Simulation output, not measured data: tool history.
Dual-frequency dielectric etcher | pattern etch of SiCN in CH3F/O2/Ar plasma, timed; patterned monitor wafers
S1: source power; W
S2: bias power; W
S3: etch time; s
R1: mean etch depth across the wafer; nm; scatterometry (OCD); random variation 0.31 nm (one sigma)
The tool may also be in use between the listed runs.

run 1 day=0 | S1=420 S2=77 S3=101 | R1=40.145
run 2 day=0.317 | S1=420 S2=72 S3=101 | R1=39.242
run 3 day=0.362 | S1=420 S2=72 S3=105 | R1=40.546
run 4 day=0.592 | S1=440 S2=73 S3=105 | R1=41.889
run 5 day=0.804 | S1=460 S2=74 S3=105 | R1=43.249
run 6 day=1.112 | S1=470 S2=74 S3=105 | R1=43.95

The next listed run, before its measurement:
run 7 day=1.283 | S1=480 S2=74 S3=105 | R1=?

{"run 7": {"R1": 43.104}}
